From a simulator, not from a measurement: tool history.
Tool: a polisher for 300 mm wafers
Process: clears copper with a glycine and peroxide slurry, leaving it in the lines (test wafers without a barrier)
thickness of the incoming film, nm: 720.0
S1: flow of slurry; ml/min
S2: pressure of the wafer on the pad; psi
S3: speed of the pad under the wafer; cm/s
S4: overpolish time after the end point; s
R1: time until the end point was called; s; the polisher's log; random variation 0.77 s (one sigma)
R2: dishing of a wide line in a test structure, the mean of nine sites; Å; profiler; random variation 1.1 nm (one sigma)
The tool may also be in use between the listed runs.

| run | hour | S1 | S2 | S3 | S4 | R1 | R2 |
|---|---|---|---|---|---|---|---|
| 1 | 0.0 | 290 | 2.8 | 110 | 26 | 115.220 | 984.51 |
| 2 | 2.2 | 290 | 2.9 | 110 | 25 | 110.620 | 946.15 |
| 3 | 5.9 | 290 | 3.0 | 110 | 24 | 107.200 | 939.40 |
| 4 | 7.5 | 290 | 3.0 | 136 | 24 | 90.614 | 1088.70 |
| 5 | 12.3 | 340 | 3.0 | 136 | 24 | 88.260 | 1094.90 |
| 6 | 19.8 | 340 | 3.0 | 136 | 23 | 89.082 | 1087.70 |
| 7 | 28.1 | 340 | 3.0 | 136 | 22 | 90.156 | 1046.70 |
| 8 | 36.3 | 340 | 2.9 | 138 | 16 | 90.213 | 795.95 |

Forecast run 9:
| 9 | 41.2 | 340 | 2.9 | 136 | 20 | ? | ? |

Run 9 gave R1 90.768 s, R2 914.70 Å.
